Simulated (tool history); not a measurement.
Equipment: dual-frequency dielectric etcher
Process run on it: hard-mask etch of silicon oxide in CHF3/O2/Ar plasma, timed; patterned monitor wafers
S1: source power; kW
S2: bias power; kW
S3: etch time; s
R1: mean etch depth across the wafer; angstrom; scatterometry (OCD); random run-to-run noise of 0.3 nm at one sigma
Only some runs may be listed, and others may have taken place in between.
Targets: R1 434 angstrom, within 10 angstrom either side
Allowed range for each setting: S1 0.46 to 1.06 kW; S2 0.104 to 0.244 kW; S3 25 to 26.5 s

run 1 day=0 | S1=0.76 S2=0.174 S3=25 | R1=533.74
run 2 day=0.342 | S1=0.76 S2=0.174 S3=26.5 | R1=560.64
run 3 day=0.529 | S1=0.76 S2=0.174 S3=25 | R1=529.16
run 4 day=0.754 | S1=0.76 S2=0.185 S3=25 | R1=538.86
run 5 day=1.096 | S1=0.67 S2=0.171 S3=25 | R1=500.83
run 6 day=1.246 | S1=0.61 S2=0.164 S3=25 | R1=478.76
run 7 day=1.312 | S1=0.57 S2=0.159 S3=25 | R1=461.21
run 8 day=1.392 | S1=0.54 S2=0.157 S3=25 | R1=449.3

Of the 5 settings listed for the next run, only one would bring every result within its allowed miss of target. Which one?
run A day=1.471 | S1=0.46 S2=0.167 S3=25 | R1=?
run B day=1.471 | S1=0.55 S2=0.152 S3=26.5 | R1=?
run C day=1.471 | S1=0.61 S2=0.165 S3=25 | R1=?
run D day=1.471 | S1=0.51 S2=0.163 S3=26.5 | R1=?
run E day=1.471 | S1=0.61 S2=0.149 S3=25.5 | R1=?

move=A R1=427.97
move=B R1=470.84
move=C R1=473.57
move=D R1=467.74
move=E R1=468.21
A: meets every target
B: the biggest miss grows against the last run
C: the biggest miss grows against the last run
D: the biggest miss grows against the last run
E: the biggest miss grows against the last run
A meets every target.
